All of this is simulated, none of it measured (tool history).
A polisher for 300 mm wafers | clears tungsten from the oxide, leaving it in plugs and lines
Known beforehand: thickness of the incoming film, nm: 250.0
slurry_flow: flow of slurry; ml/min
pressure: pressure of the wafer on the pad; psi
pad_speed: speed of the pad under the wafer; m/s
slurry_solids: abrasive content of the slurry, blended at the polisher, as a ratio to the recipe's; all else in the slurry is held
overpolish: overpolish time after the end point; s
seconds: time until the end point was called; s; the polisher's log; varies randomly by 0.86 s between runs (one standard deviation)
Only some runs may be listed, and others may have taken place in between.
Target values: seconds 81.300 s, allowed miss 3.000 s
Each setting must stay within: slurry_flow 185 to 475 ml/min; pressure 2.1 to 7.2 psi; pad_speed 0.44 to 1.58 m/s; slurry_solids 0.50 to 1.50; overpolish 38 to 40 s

run  hour  slurry_flow  pressure  pad_speed  slurry_solids  overpolish  seconds
  1   0.0          305       4.6       1.00           1.00          38   46.803
  2   5.3          305       4.6       1.00           1.00          38   46.737
  3   9.1          305       4.0       1.00           1.00          38   52.491
  4  17.9          305       4.0       1.14           1.00          38   45.766
  5  24.3          305       5.0       1.14           1.00          38   39.102
  6  32.7          305       5.0       1.14           1.10          38   37.780
  7  36.7          305       4.6       1.10           1.10          38   42.058
  8  44.3          305       4.2       1.06           1.10          38   46.713
  9  45.3          305       3.9       1.02           1.10          38   51.686
 10  48.5          305       3.6       1.00           1.10          38   56.259
 11  55.5          305       3.4       0.98           1.10          38   59.846
 12  60.8          305       3.2       0.98           1.10          38   61.865
 13  66.4          305       3.0       0.98           1.10          38   64.746
 14  68.1          305       2.9       0.98           1.10          38   67.300
 15  70.0          305       2.8       0.98           1.10          38   69.727
 16  72.1          305       2.7       0.98           1.10          38   73.457
 17  79.2          305       2.6       0.98           1.10          38   73.465
     87.7  -- worn pad replaced by a new one
 18  87.7          305       2.5       0.98           1.10          38   67.510

Next run, 5 choices. One meets every target within its allowed miss, the rest don't. Which?
  A  96.2          285       2.4       1.12           1.15          39        ?
  B  96.2          325       2.9       0.96           0.95          40        ?
  C  96.2          215       2.3       1.06           0.95          38        ?
  D  96.2          190       3.9       0.96           0.75          38        ?
  E  96.2          310       2.9       0.74           1.00          40        ?

move  seconds
   A   60.494
   B   63.369
   C   71.731
   D   57.215
   E   80.710
A: the biggest miss grows against the last run
B: the biggest miss grows against the last run
C: better than the last run, though not everything is in spec
D: the biggest miss grows against the last run
E: hits every target within its allowed miss
The right move is E.

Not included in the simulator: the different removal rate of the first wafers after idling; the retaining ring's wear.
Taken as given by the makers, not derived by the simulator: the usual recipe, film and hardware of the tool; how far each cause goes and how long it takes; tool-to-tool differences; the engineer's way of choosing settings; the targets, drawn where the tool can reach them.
